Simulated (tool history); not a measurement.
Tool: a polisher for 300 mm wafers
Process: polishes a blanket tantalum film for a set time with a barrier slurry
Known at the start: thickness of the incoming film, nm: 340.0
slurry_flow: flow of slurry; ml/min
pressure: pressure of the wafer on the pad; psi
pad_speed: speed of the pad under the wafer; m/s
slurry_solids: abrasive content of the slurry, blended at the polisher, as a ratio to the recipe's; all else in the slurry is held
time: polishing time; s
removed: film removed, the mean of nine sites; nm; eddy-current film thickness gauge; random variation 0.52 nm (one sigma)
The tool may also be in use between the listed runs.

run,hour,slurry_flow,pressure,pad_speed,slurry_solids,time,removed
1,0,160,2.2,1.16,1,39,72.933
2,2.4,190,2.2,1.16,1,39,76.088
3,10.6,190,2.2,1.16,1,39,75.706
4,17.5,190,2.2,1.04,1,39,68.229
5,23.1,180,2.2,1.04,1,39,67.125
6,29.4,180,2.5,1.04,1,39,74.668
7,31.8,170,2.4,1.04,1,39,72.068
8,40.6,165,2.3,1.04,1,39,70.018
9,47.8,165,2.2,1.04,1,39,67.193
10,54.4,165,2.1,1.04,1,39,64.953

The next listed run, before its measurement:
11,58.2,165,2,1.04,1,39,?

{"run 11": {"removed": 60.895}}

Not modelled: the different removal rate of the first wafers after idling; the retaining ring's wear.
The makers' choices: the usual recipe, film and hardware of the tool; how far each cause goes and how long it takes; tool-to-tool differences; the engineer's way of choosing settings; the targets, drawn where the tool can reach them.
